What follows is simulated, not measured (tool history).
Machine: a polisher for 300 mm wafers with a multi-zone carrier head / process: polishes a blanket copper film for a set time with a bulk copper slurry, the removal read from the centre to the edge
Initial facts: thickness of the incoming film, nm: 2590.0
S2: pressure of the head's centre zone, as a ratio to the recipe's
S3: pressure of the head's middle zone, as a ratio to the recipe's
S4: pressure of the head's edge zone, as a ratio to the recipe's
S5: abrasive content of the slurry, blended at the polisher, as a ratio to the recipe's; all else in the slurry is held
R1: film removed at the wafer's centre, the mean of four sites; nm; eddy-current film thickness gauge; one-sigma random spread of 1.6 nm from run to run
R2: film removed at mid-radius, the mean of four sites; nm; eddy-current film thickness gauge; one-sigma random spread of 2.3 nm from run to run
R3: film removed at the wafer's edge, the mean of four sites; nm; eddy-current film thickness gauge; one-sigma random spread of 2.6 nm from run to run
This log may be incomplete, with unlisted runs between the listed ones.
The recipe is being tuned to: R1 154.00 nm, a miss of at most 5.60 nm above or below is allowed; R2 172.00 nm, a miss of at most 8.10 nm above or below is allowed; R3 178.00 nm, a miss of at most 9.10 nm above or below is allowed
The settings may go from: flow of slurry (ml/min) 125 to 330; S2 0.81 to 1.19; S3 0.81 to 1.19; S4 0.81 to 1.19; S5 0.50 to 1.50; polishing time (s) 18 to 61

run 1 hour=0.0 | flow_of_slurry_(ml/min)=210 S2=1.00 S3=1.00 S4=1.00 S5=1.00 polishing_time_(s)=39 | R1=301.15 R2=307.69 R3=306.46
run 2 hour=3.5 | flow_of_slurry_(ml/min)=210 S2=0.91 S3=1.00 S4=1.00 S5=1.00 polishing_time_(s)=39 | R1=278.33 R2=301.54 R3=301.42
run 3 hour=6.2 | flow_of_slurry_(ml/min)=205 S2=0.89 S3=0.99 S4=0.99 S5=0.90 polishing_time_(s)=36 | R1=241.41 R2=266.90 R3=274.54
run 4 hour=11.2 | flow_of_slurry_(ml/min)=205 S2=0.89 S3=0.99 S4=0.99 S5=0.90 polishing_time_(s)=29 | R1=191.08 R2=214.08 R3=216.47
run 5 hour=20.0 | flow_of_slurry_(ml/min)=205 S2=0.89 S3=0.99 S4=0.99 S5=0.80 polishing_time_(s)=29 | R1=189.41 R2=210.58 R3=215.86
run 6 hour=24.8 | flow_of_slurry_(ml/min)=205 S2=0.88 S3=0.98 S4=0.97 S5=0.75 polishing_time_(s)=28 | R1=180.30 R2=201.90 R3=203.56
run 7 hour=29.9 | flow_of_slurry_(ml/min)=200 S2=0.87 S3=0.97 S4=0.96 S5=0.70 polishing_time_(s)=28 | R1=172.07 R2=195.49 R3=196.91
run 8 hour=36.6 | flow_of_slurry_(ml/min)=195 S2=0.86 S3=0.95 S4=0.95 S5=0.70 polishing_time_(s)=28 | R1=169.80 R2=190.89 R3=198.65
-- hour=42.9 slurry nozzle cleaned
run 9 hour=42.9 | flow_of_slurry_(ml/min)=195 S2=0.86 S3=0.94 S4=0.94 S5=0.65 polishing_time_(s)=28 | R1=174.32 R2=193.01 R3=202.90
run 10 hour=46.6 | flow_of_slurry_(ml/min)=195 S2=0.86 S3=0.94 S4=0.94 S5=0.65 polishing_time_(s)=27 | R1=169.73 R2=190.82 R3=192.27
run 11 hour=52.8 | flow_of_slurry_(ml/min)=190 S2=0.86 S3=0.93 S4=0.94 S5=0.60 polishing_time_(s)=27 | R1=165.99 R2=184.01 R3=189.64

Consider the 5 candidate settings below. Which is the only one whose results all fall within their allowed miss of target?
run A hour=59.0 | flow_of_slurry_(ml/min)=230 S2=0.82 S3=1.07 S4=0.89 S5=0.50 polishing_time_(s)=27 | R1=? R2=? R3=?
run B hour=59.0 | flow_of_slurry_(ml/min)=195 S2=0.82 S3=0.88 S4=0.85 S5=0.55 polishing_time_(s)=27 | R1=? R2=? R3=?
run C hour=59.0 | flow_of_slurry_(ml/min)=145 S2=0.85 S3=1.00 S4=1.02 S5=0.50 polishing_time_(s)=29 | R1=? R2=? R3=?
run D hour=59.0 | flow_of_slurry_(ml/min)=190 S2=0.96 S3=1.00 S4=0.92 S5=0.80 polishing_time_(s)=24 | R1=? R2=? R3=?
run E hour=59.0 | flow_of_slurry_(ml/min)=170 S2=0.87 S3=0.99 S4=1.01 S5=0.55 polishing_time_(s)=28 | R1=? R2=? R3=?

move=A R1=155.12 R2=203.10 R3=186.27
move=B R1=153.97 R2=177.02 R3=184.06
move=C R1=159.55 R2=194.00 R3=199.86
move=D R1=171.34 R2=183.78 R3=180.21
move=E R1=165.45 R2=194.62 R3=199.66
A: the worst result of the last run now meets its target, but another is out of spec
B: all results in spec
C: the worst result of the last run now meets its target, but another is out of spec
D: its largest miss is bigger than the last run's
E: its largest miss is bigger than the last run's
The right move is B.
